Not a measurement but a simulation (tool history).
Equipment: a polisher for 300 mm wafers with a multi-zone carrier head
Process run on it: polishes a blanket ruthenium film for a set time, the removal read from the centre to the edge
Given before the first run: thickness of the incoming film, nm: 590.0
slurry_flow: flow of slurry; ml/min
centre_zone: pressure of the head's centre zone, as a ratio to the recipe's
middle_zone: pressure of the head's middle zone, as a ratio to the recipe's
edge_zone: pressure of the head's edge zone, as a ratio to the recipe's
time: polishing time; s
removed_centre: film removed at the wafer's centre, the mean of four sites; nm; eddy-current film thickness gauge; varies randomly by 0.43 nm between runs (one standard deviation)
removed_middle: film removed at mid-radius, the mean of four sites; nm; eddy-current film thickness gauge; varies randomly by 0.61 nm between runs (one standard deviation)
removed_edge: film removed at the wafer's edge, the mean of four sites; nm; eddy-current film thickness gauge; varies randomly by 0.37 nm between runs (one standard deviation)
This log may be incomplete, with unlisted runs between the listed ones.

{"run": 1, "hour": 0.0, "slurry_flow": 295, "centre_zone": 1.0, "middle_zone": 1.0, "edge_zone": 1.0, "time": 50, "removed_centre": 62.186, "removed_middle": 61.508, "removed_edge": 63.911}
{"run": 2, "hour": 3.8, "slurry_flow": 295, "centre_zone": 1.0, "middle_zone": 1.03, "edge_zone": 1.0, "time": 50, "removed_centre": 62.121, "removed_middle": 63.558, "removed_edge": 64.297}
{"run": 3, "hour": 12.3, "slurry_flow": 295, "centre_zone": 1.0, "middle_zone": 1.02, "edge_zone": 0.98, "time": 48, "removed_centre": 59.702, "removed_middle": 61.583, "removed_edge": 61.534}
{"run": 4, "hour": 18.1, "slurry_flow": 340, "centre_zone": 1.0, "middle_zone": 1.02, "edge_zone": 0.98, "time": 48, "removed_centre": 60.486, "removed_middle": 60.419, "removed_edge": 61.019}
{"run": 5, "hour": 23.6, "slurry_flow": 345, "centre_zone": 1.0, "middle_zone": 1.01, "edge_zone": 0.96, "time": 46, "removed_centre": 59.003, "removed_middle": 59.259, "removed_edge": 58.459}
{"run": 6, "hour": 28.6, "slurry_flow": 350, "centre_zone": 0.99, "middle_zone": 0.99, "edge_zone": 0.95, "time": 44, "removed_centre": 55.24, "removed_middle": 55.955, "removed_edge": 55.249}

Run 7 has not been measured yet. What should we expect?
{"run": 7, "hour": 30.4, "slurry_flow": 355, "centre_zone": 0.99, "middle_zone": 0.97, "edge_zone": 0.94, "time": 43, "removed_centre": "?", "removed_middle": "?", "removed_edge": "?"}

{"run 7": {"removed_centre": 53.729, "removed_middle": 54.709, "removed_edge": 54.232}}

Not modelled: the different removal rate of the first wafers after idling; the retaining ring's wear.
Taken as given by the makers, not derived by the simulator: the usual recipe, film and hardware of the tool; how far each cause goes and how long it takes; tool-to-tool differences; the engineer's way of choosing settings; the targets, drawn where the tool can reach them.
